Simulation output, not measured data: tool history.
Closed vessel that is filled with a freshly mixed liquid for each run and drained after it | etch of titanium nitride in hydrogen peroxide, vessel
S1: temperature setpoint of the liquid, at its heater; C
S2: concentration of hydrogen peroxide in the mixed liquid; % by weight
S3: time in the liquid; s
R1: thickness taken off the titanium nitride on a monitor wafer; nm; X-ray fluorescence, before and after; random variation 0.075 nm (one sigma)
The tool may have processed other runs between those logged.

run  hour    S1    S2   S3      R1
  1     0    58    18  435  24.076
  2   1.5  57.5    18  435  23.222
  3   8.9    52    18  435  15.845
  4  10.3    52  20.5  435  16.206
  5    19  53.5  20.5  435  18.187
  6  26.9  53.5  20.5  470  19.479

What will run 7 give?
  7  29.7  56  20.5  470   ?

Run 7 came out at R1 23.293 nm.
